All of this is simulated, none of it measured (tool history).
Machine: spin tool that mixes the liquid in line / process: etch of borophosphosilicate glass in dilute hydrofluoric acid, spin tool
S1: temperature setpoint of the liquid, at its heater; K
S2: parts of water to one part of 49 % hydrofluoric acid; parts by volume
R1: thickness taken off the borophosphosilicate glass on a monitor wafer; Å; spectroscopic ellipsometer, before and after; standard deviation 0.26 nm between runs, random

Run 1, day 0.000: S1 296.15 K, S2 255 parts by volume, time under the liquid (s) 95. Result: R1 172.27 Å.
Run 2, day 0.079: S1 296.15 K, S2 255 parts by volume, time under the liquid (s) 95. Result: R1 171.34 Å.
Run 3, day 0.425: S1 296.15 K, S2 170 parts by volume, time under the liquid (s) 95. Result: R1 279.98 Å.
Run 4, day 0.696: S1 297.65 K, S2 160 parts by volume, time under the liquid (s) 95. Result: R1 316.81 Å.
Run 5, day 0.767: S1 297.65 K, S2 120 parts by volume, time under the liquid (s) 95. Result: R1 442.23 Å.
Run 6, day 0.850: S1 294.65 K, S2 120 parts by volume, time under the liquid (s) 95. Result: R1 395.18 Å.

Run 7 has not been measured yet. What should we expect?
Run 7, day 0.917: S1 295.65 K, S2 120 parts by volume, time under the liquid (s) 95. Result: R1 ?.

{"run 7": {"R1": 409.25}}

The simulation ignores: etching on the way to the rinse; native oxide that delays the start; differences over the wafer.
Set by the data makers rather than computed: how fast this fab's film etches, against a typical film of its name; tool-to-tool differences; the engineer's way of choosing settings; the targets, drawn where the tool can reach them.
